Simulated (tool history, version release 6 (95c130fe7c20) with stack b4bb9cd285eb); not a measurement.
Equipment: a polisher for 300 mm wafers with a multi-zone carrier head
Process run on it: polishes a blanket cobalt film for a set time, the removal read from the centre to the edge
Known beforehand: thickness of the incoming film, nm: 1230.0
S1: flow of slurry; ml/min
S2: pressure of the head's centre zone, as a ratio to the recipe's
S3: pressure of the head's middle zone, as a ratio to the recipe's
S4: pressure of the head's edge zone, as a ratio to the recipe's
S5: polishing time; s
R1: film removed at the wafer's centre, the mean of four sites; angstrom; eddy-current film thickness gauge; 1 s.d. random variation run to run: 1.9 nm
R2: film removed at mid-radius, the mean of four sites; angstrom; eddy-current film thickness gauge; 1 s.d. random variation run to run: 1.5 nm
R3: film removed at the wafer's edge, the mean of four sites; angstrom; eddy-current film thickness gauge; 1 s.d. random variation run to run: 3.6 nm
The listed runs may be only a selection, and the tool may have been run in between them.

run	hour	S1	S2	S3	S4	S5	R1	R2	R3
1	0.0	215	1.00	1.00	1.00	52	2417.4	2410.6	2329.6
2	7.0	215	0.94	1.00	1.00	52	2289.3	2379.2	2450.9
3	8.5	215	0.94	1.00	0.92	52	2256.9	2366.3	2268.2
4	17.2	210	0.94	0.98	0.94	52	2277.7	2333.7	2326.3
5	23.9	210	0.89	0.98	0.94	52	2144.1	2329.8	2288.5
6	24.4	210	0.90	0.96	0.96	52	2153.3	2296.0	2378.4
7	28.2	210	0.91	0.94	0.96	52	2189.3	2216.1	2373.7

Run 8, settings as shown, results not yet in. Your forecast:
8	35.2	210	0.92	0.93	0.96	52	?	?	?

Run 8 produced R1 2229.3 angstrom, R2 2228.3 angstrom, R3 2365.7 angstrom.

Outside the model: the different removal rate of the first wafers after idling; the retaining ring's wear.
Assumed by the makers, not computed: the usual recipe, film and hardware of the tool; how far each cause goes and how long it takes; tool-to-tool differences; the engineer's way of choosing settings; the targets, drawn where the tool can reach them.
